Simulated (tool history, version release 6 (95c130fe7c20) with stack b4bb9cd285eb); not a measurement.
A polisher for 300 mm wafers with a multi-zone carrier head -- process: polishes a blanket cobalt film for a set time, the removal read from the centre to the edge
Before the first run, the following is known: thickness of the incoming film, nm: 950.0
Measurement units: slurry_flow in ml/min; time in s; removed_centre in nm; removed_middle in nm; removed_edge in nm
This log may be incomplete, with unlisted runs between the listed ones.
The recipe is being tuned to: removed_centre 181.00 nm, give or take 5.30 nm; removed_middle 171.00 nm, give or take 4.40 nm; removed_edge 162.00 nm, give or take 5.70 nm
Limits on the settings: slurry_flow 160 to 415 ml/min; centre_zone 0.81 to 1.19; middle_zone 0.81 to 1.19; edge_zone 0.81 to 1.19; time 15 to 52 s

Run 1, hour 0.0: slurry_flow 265 ml/min, centre_zone 1.00, middle_zone 1.00, edge_zone 1.00, time 33 s. Result: removed_centre 142.21 nm, removed_middle 141.65 nm, removed_edge 141.37 nm.
Run 2, hour 3.7: slurry_flow 265 ml/min, centre_zone 1.00, middle_zone 1.00, edge_zone 1.00, time 25 s. Result: removed_centre 107.61 nm, removed_middle 106.93 nm, removed_edge 105.16 nm.
Run 3, hour 11.3: slurry_flow 265 ml/min, centre_zone 1.00, middle_zone 1.00, edge_zone 1.08, time 25 s. Result: removed_centre 106.73 nm, removed_middle 106.03 nm, removed_edge 111.95 nm.
Run 4, hour 19.6: slurry_flow 225 ml/min, centre_zone 1.00, middle_zone 1.00, edge_zone 1.08, time 25 s. Result: removed_centre 104.05 nm, removed_middle 104.54 nm, removed_edge 107.82 nm.
Run 5, hour 26.6: slurry_flow 255 ml/min, centre_zone 1.04, middle_zone 1.04, edge_zone 1.09, time 27 s. Result: removed_centre 117.82 nm, removed_middle 119.68 nm, removed_edge 120.58 nm.
Run 6, hour 35.5: slurry_flow 195 ml/min, centre_zone 1.04, middle_zone 1.04, edge_zone 1.09, time 27 s. Result: removed_centre 112.43 nm, removed_middle 113.12 nm, removed_edge 117.61 nm.
Run 7, hour 36.8: slurry_flow 240 ml/min, centre_zone 1.08, middle_zone 1.06, edge_zone 1.09, time 29 s. Result: removed_centre 129.97 nm, removed_middle 127.19 nm, removed_edge 124.97 nm.
Run 8, hour 44.6: slurry_flow 255 ml/min, centre_zone 1.17, middle_zone 1.12, edge_zone 1.18, time 38 s. Result: removed_centre 183.34 nm, removed_middle 175.51 nm, removed_edge 173.39 nm.
Run 9, hour 51.4: slurry_flow 250 ml/min, centre_zone 1.17, middle_zone 1.12, edge_zone 1.16, time 38 s. Result: removed_centre 181.41 nm, removed_middle 175.91 nm, removed_edge 170.10 nm.
Run 10, hour 59.0: slurry_flow 245 ml/min, centre_zone 1.17, middle_zone 1.12, edge_zone 1.15, time 38 s. Result: removed_centre 182.95 nm, removed_middle 175.82 nm, removed_edge 173.42 nm.

4 candidate next runs follow, results not yet known. Just one meets every target within its allowed miss. Identify it.
Run A, hour 66.6: slurry_flow 365 ml/min, centre_zone 1.19, middle_zone 1.13, edge_zone 1.15, time 35 s. Result: removed_centre ?, removed_middle ?, removed_edge ?.
Run B, hour 66.6: slurry_flow 285 ml/min, centre_zone 1.16, middle_zone 1.09, edge_zone 1.19, time 35 s. Result: removed_centre ?, removed_middle ?, removed_edge ?.
Run C, hour 66.6: slurry_flow 290 ml/min, centre_zone 1.18, middle_zone 1.19, edge_zone 1.02, time 34 s. Result: removed_centre ?, removed_middle ?, removed_edge ?.
Run D, hour 66.6: slurry_flow 355 ml/min, centre_zone 1.17, middle_zone 1.08, edge_zone 1.03, time 34 s. Result: removed_centre ?, removed_middle ?, removed_edge ?.

move  removed_centre  removed_middle  removed_edge
   A          180.08          172.00        165.32
   B          171.55          162.83        165.32
   C          169.58          170.95        148.56
   D          171.90          160.39        151.75
A: every result within its allowed miss
B: brings the last run's worst result on target, with another outside its allowed miss
C: moves the result that the last run missed by most past its target, out the other side
D: moves the result that the last run missed by most past its target, out the other side
So the answer is move A, the one that meets all the targets.
